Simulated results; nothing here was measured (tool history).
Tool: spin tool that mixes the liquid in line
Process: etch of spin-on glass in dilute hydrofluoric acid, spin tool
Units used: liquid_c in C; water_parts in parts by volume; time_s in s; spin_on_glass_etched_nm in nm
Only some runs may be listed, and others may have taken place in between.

run,hour,liquid_c,water_parts,time_s,spin_on_glass_etched_nm
1,0,22,145,85,30.558
2,3.1,20,145,85,28.544
3,6.6,20,145,85,28.32
4,7.9,22.5,110,85,42.577
5,14.2,25.5,110,85,47.957
6,20.7,26.5,90,85,63.084
7,21.4,27.5,80,85,74.394

What will run 8 give?
8,22.8,30,65,85,?

spin_on_glass_etched_nm: 104.09 nm

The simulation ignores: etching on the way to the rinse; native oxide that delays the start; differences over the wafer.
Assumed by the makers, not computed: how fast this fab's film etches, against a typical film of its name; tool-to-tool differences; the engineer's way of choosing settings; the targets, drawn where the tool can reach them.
